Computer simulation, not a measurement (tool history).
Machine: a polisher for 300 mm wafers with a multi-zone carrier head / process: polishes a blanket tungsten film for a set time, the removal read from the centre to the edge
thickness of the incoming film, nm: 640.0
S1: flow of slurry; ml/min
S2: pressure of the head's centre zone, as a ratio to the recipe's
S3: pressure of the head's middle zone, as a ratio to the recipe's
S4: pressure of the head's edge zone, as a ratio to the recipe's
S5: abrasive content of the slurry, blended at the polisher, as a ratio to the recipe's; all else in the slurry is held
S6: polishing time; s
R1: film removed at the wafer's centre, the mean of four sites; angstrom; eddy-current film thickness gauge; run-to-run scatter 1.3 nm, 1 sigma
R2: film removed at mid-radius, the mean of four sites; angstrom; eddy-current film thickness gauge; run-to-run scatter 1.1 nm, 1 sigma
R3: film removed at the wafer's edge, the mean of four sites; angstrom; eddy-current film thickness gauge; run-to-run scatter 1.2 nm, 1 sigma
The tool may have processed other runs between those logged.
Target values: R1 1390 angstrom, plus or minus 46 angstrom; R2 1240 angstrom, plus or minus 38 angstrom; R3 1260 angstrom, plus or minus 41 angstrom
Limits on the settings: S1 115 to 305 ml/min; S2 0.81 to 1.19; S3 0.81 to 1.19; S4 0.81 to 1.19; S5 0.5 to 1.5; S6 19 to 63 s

Run 1, hour 0: S1 195 ml/min, S2 1, S3 1, S4 1, S5 1, S6 41 s. Result: R1 1439.2 angstrom, R2 1414.5 angstrom, R3 1442.2 angstrom.
Run 2, hour 3.7: S1 155 ml/min, S2 1, S3 1, S4 1, S5 1, S6 41 s. Result: R1 1387.8 angstrom, R2 1370.3 angstrom, R3 1379.5 angstrom.
Run 3, hour 12: S1 155 ml/min, S2 1, S3 1, S4 1, S5 1, S6 46 s. Result: R1 1551.3 angstrom, R2 1554.2 angstrom, R3 1567.3 angstrom.
Run 4, hour 20.1: S1 150 ml/min, S2 1.01, S3 0.98, S4 0.97, S5 0.9, S6 46 s. Result: R1 1503.4 angstrom, R2 1481.4 angstrom, R3 1490.2 angstrom.
Run 5, hour 21.2: S1 145 ml/min, S2 1.02, S3 0.96, S4 0.94, S5 0.85, S6 46 s. Result: R1 1515.8 angstrom, R2 1417.6 angstrom, R3 1444.8 angstrom.
Run 6, hour 26.2: S1 145 ml/min, S2 0.94, S3 0.96, S4 0.94, S5 0.85, S6 46 s. Result: R1 1398.1 angstrom, R2 1418.7 angstrom, R3 1464.4 angstrom.
Run 7, hour 29.5: S1 140 ml/min, S2 0.96, S3 0.95, S4 0.92, S5 0.8, S6 46 s. Result: R1 1381.1 angstrom, R2 1355.5 angstrom, R3 1434.9 angstrom.
Run 8, hour 31.1: S1 140 ml/min, S2 0.96, S3 0.95, S4 0.92, S5 0.8, S6 46 s. Result: R1 1354.9 angstrom, R2 1367.3 angstrom, R3 1440.9 angstrom.
Run 9, hour 37.1: S1 135 ml/min, S2 0.99, S3 0.95, S4 0.9, S5 0.75, S6 46 s. Result: R1 1389.6 angstrom, R2 1328.2 angstrom, R3 1392.3 angstrom.

4 next moves are on the table. One of them brings every result within its allowed miss. Which?
Run A, hour 43.1: S1 120 ml/min, S2 1.06, S3 0.94, S4 0.84, S5 0.8, S6 44 s. Result: R1 ?, R2 ?, R3 ?.
Run B, hour 43.1: S1 140 ml/min, S2 1.08, S3 1.15, S4 0.84, S5 0.8, S6 41 s. Result: R1 ?, R2 ?, R3 ?.
Run C, hour 43.1: S1 125 ml/min, S2 1.06, S3 1.06, S4 0.81, S5 0.9, S6 42 s. Result: R1 ?, R2 ?, R3 ?.
Run D, hour 43.1: S1 125 ml/min, S2 0.99, S3 0.89, S4 1.11, S5 0.9, S6 45 s. Result: R1 ?, R2 ?, R3 ?.

move      R1      R2      R3
   A  1391.5  1267.9  1276.6
   B  1372.6  1447.7  1213.4
   C  1380.8  1389.4  1240.5
   D  1379.3  1285.3  1525.1
A: all results land within tolerance of their targets
B: takes the result that was furthest off past its target
C: brings the last run's worst result on target, with another outside its allowed miss
D: further off than the last run
The move that meets every target is A.
